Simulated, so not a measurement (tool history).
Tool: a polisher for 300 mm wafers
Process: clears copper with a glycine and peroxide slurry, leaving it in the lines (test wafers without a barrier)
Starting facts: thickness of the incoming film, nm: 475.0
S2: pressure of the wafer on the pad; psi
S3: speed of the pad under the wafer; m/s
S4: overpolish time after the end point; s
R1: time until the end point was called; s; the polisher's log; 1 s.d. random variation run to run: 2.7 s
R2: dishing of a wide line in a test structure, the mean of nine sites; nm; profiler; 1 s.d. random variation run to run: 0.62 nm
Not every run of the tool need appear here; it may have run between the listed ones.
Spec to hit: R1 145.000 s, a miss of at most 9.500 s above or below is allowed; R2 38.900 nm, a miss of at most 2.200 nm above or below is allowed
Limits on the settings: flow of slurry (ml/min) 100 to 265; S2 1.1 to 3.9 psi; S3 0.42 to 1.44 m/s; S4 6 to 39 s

run 1 hour=0.0 | flow_of_slurry_(ml/min)=170 S2=2.5 S3=0.92 S4=20 | R1=97.770 R2=52.939
run 2 hour=8.9 | flow_of_slurry_(ml/min)=170 S2=2.5 S3=0.82 S4=20 | R1=106.990 R2=52.423
run 3 hour=10.1 | flow_of_slurry_(ml/min)=170 S2=2.5 S3=0.82 S4=26 | R1=106.150 R2=62.020
run 4 hour=11.2 | flow_of_slurry_(ml/min)=190 S2=2.5 S3=0.82 S4=26 | R1=105.690 R2=62.617
run 5 hour=13.3 | flow_of_slurry_(ml/min)=190 S2=2.8 S3=0.82 S4=26 | R1=99.845 R2=62.726
run 6 hour=20.5 | flow_of_slurry_(ml/min)=160 S2=2.8 S3=0.82 S4=26 | R1=104.090 R2=63.731
-- hour=23.7 worn pad replaced by a new one
run 7 hour=23.7 | flow_of_slurry_(ml/min)=160 S2=2.7 S3=0.80 S4=25 | R1=95.563 R2=62.995
run 8 hour=25.1 | flow_of_slurry_(ml/min)=110 S2=2.0 S3=0.54 S4=22 | R1=164.250 R2=41.027

Next run, 5 choices. One meets every target within its allowed miss, the rest don't. Which?
run A hour=26.5 | flow_of_slurry_(ml/min)=100 S2=1.5 S3=0.50 S4=26 | R1=? R2=?
run B hour=26.5 | flow_of_slurry_(ml/min)=145 S2=2.2 S3=0.42 S4=25 | R1=? R2=?
run C hour=26.5 | flow_of_slurry_(ml/min)=105 S2=2.5 S3=0.56 S4=18 | R1=? R2=?
run D hour=26.5 | flow_of_slurry_(ml/min)=100 S2=1.6 S3=0.52 S4=29 | R1=? R2=?
run E hour=26.5 | flow_of_slurry_(ml/min)=125 S2=2.2 S3=0.60 S4=22 | R1=? R2=?

move=A R1=201.900 R2=39.348
move=B R1=175.620 R2=43.256
move=C R1=148.090 R2=37.725
move=D R1=192.430 R2=44.411
move=E R1=143.460 R2=44.979
A: its largest miss is bigger than the last run's
B: its largest miss is bigger than the last run's
C: every result lands within tolerance
D: its largest miss is bigger than the last run's
E: the furthest-off result lands on target, but another misses its tolerance
So the answer is move C, the one that meets all the targets.
